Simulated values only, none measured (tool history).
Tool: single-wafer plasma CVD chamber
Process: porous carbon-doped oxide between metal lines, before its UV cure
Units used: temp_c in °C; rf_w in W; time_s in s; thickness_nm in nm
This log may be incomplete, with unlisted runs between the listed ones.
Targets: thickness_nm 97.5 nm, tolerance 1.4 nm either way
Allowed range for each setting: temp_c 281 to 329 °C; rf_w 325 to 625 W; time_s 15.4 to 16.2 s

run	day	temp_c	rf_w	time_s	thickness_nm
1	0	305	475	16.2	82.546
2	0.292	305	475	15.4	77.839
3	0.338	305	510	15.4	82.444
4	0.633	300	520	15.4	85.766
5	0.921	300	520	16.2	89.501
6	1.046	296	520	16.2	91.906
7	1.375	294	520	16.2	92.819
8	1.567	292	520	16.2	93.508

Which of these 4 next moves meets every target?
A	1.758	296	615	15.6	?
B	1.758	283	520	16	?
C	1.758	294	550	15.5	?
D	1.758	287	520	15.6	?

move	thickness_nm
A	99.919
B	96.712
C	92.34
D	92.351
A: the result that was furthest off in the last run now lies on the other side of its target
B: in spec on every target
C: its largest miss is bigger than the last run's
D: its largest miss is bigger than the last run's
The move that meets every target is B.
